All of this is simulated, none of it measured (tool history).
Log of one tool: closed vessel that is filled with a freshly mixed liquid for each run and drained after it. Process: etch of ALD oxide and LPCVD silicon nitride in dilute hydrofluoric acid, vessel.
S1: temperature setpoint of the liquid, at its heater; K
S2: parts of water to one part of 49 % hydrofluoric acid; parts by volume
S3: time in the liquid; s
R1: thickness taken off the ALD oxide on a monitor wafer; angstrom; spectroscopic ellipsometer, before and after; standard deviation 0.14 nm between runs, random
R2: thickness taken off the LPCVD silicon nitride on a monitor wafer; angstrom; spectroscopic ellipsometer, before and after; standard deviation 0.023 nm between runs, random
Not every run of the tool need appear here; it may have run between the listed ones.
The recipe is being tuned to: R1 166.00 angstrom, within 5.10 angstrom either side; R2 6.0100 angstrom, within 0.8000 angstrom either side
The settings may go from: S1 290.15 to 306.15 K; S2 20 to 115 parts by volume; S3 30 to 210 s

{"run": 1, "hour": 0.0, "S1": 298.15, "S2": 65, "S3": 105, "R1": 290.96, "R2": 10.11}
{"run": 2, "hour": 8.7, "S1": 298.15, "S2": 65, "S3": 85, "R1": 239.88, "R2": 8.1913}
{"run": 3, "hour": 13.0, "S1": 300.65, "S2": 65, "S3": 85, "R1": 263.43, "R2": 10.025}
{"run": 4, "hour": 15.3, "S1": 300.65, "S2": 65, "S3": 65, "R1": 199.56, "R2": 7.3761}
{"run": 5, "hour": 22.6, "S1": 304.15, "S2": 65, "S3": 65, "R1": 230.48, "R2": 9.5917}
{"run": 6, "hour": 25.0, "S1": 304.15, "S2": 75, "S3": 65, "R1": 196.59, "R2": 8.1163}
{"run": 7, "hour": 30.3, "S1": 303.65, "S2": 75, "S3": 65, "R1": 190.87, "R2": 7.5894}
{"run": 8, "hour": 36.3, "S1": 303.15, "S2": 75, "S3": 65, "R1": 189.74, "R2": 7.9596}
{"run": 9, "hour": 40.2, "S1": 302.15, "S2": 75, "S3": 65, "R1": 182.0, "R2": 6.9859}
{"run": 10, "hour": 40.8, "S1": 301.65, "S2": 75, "S3": 65, "R1": 178.37, "R2": 6.9822}

Which of these 5 next moves meets every target?
{"run": "A", "hour": 41.4, "S1": 306.15, "S2": 85, "S3": 60, "R1": "?", "R2": "?"}
{"run": "B", "hour": 41.4, "S1": 293.65, "S2": 70, "S3": 90, "R1": "?", "R2": "?"}
{"run": "C", "hour": 41.4, "S1": 297.15, "S2": 55, "S3": 60, "R1": "?", "R2": "?"}
{"run": "D", "hour": 41.4, "S1": 290.15, "S2": 35, "S3": 50, "R1": "?", "R2": "?"}
{"run": "E", "hour": 41.4, "S1": 299.65, "S2": 70, "S3": 60, "R1": "?", "R2": "?"}

move=A R1=168.57 R2=7.2877
move=B R1=191.64 R2=5.8689
move=C R1=191.47 R2=6.2843
move=D R1=190.87 R2=4.9978
move=E R1=163.09 R2=5.8509
A: brings the result that was furthest off to its target, and leaves another outside
B: further off than the last run
C: further off than the last run
D: further off than the last run
E: every result within its allowed miss
Move E is the one to make.

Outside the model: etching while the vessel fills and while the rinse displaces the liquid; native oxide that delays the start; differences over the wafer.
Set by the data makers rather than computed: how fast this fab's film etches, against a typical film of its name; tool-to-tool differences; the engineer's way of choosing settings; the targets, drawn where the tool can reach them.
